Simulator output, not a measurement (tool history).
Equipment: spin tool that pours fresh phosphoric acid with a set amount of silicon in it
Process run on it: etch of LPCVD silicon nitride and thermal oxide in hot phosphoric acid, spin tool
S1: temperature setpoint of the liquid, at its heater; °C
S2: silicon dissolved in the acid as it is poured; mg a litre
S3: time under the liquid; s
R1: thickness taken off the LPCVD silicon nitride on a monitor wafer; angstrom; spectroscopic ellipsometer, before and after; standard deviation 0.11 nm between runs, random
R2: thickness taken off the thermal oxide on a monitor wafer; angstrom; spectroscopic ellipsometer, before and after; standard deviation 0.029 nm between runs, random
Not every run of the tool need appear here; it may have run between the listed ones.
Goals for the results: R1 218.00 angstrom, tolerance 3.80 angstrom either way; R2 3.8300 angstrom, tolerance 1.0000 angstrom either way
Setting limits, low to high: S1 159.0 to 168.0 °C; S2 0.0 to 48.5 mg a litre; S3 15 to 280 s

{"run": 1, "day": 0.0, "S1": 164.0, "S2": 21.5, "S3": 145, "R1": 148.95, "R2": 3.1758}
{"run": 2, "day": 0.242, "S1": 166.0, "S2": 21.5, "S3": 145, "R1": 158.88, "R2": 4.1093}
{"run": 3, "day": 0.308, "S1": 166.0, "S2": 21.5, "S3": 110, "R1": 119.95, "R2": 3.171}
{"run": 4, "day": 0.667, "S1": 166.5, "S2": 25.5, "S3": 130, "R1": 144.6, "R2": 3.271}
{"run": 5, "day": 0.833, "S1": 166.5, "S2": 35.5, "S3": 130, "R1": 145.05, "R2": 2.2306}
{"run": 6, "day": 0.967, "S1": 166.5, "S2": 44.0, "S3": 130, "R1": 143.28, "R2": 1.1545}
{"run": 7, "day": 1.175, "S1": 167.0, "S2": 41.0, "S3": 145, "R1": 163.13, "R2": 1.7102}
{"run": 8, "day": 1.542, "S1": 167.0, "S2": 38.5, "S3": 155, "R1": 173.84, "R2": 2.4642}
{"run": 9, "day": 1.596, "S1": 167.0, "S2": 38.5, "S3": 165, "R1": 186.67, "R2": 2.4177}
{"run": 10, "day": 1.917, "S1": 167.0, "S2": 37.5, "S3": 170, "R1": 191.1, "R2": 2.4819}
{"run": 11, "day": 2.012, "S1": 167.0, "S2": 36.5, "S3": 175, "R1": 198.21, "R2": 2.8272}
{"run": 12, "day": 2.129, "S1": 167.0, "S2": 36.0, "S3": 180, "R1": 201.82, "R2": 2.9209}
{"run": 13, "day": 2.342, "S1": 167.0, "S2": 35.5, "S3": 180, "R1": 204.71, "R2": 2.7743}
{"run": 14, "day": 2.512, "S1": 167.0, "S2": 34.5, "S3": 180, "R1": 203.84, "R2": 3.2129}
{"run": 15, "day": 2.638, "S1": 167.5, "S2": 34.5, "S3": 185, "R1": 213.92, "R2": 3.0811}
{"run": 16, "day": 2.912, "S1": 167.5, "S2": 33.5, "S3": 185, "R1": 212.93, "R2": 3.644}

Which single option among these 4 for the next run brings every result within its allowed miss of target? Just one does.
{"run": "A", "day": 3.188, "S1": 167.5, "S2": 35.5, "S3": 195, "R1": "?", "R2": "?"}
{"run": "B", "day": 3.188, "S1": 167.0, "S2": 30.0, "S3": 180, "R1": "?", "R2": "?"}
{"run": "C", "day": 3.188, "S1": 167.5, "S2": 34.0, "S3": 180, "R1": "?", "R2": "?"}
{"run": "D", "day": 3.188, "S1": 166.5, "S2": 31.5, "S3": 195, "R1": "?", "R2": "?"}

move=A R1=225.42 R2=3.7706
move=B R1=204.73 R2=4.3052
move=C R1=208.08 R2=3.7483
move=D R1=218.20 R2=4.2294
A: moves the result that the last run missed by most past its target, out the other side
B: further off than the last run
C: further off than the last run
D: in spec on every target
D is the move that brings every result within its allowed miss.
